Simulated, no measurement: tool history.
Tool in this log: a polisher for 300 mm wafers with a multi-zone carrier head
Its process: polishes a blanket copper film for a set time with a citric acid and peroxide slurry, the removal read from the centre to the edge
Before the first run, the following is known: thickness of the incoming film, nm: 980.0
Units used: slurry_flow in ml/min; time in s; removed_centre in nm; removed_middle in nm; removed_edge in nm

run 1 hour=0 | slurry_flow=290 centre_zone=1 middle_zone=1 edge_zone=1 slurry_solids=1 time=35 | removed_centre=100.31 removed_middle=100.32 removed_edge=97.307
run 2 hour=4.1 | slurry_flow=290 centre_zone=1 middle_zone=1 edge_zone=1 slurry_solids=0.9 time=35 | removed_centre=98.62 removed_middle=99.815 removed_edge=95.354
run 3 hour=10.4 | slurry_flow=360 centre_zone=1 middle_zone=1 edge_zone=1 slurry_solids=0.9 time=35 | removed_centre=99.127 removed_middle=101.24 removed_edge=96.806
run 4 hour=12.7 | slurry_flow=355 centre_zone=1.01 middle_zone=0.98 edge_zone=1.01 slurry_solids=0.9 time=35 | removed_centre=102.05 removed_middle=98.061 removed_edge=100.09
run 5 hour=19.7 | slurry_flow=355 centre_zone=1.02 middle_zone=0.97 edge_zone=1.01 slurry_solids=0.9 time=35 | removed_centre=100.89 removed_middle=98.734 removed_edge=99.144
run 6 hour=27.1 | slurry_flow=350 centre_zone=1.03 middle_zone=0.95 edge_zone=1.01 slurry_solids=0.9 time=35 | removed_centre=101.54 removed_middle=97.185 removed_edge=99.782

The next listed run, before its measurement:
-- hour=28.3 worn pad replaced by a new one
run 7 hour=28.3 | slurry_flow=350 centre_zone=1.04 middle_zone=0.93 edge_zone=1.01 slurry_solids=0.9 time=35 | removed_centre=? removed_middle=? removed_edge=?

removed_centre: 110.58 nm
removed_middle: 102.36 nm
removed_edge: 104.71 nm
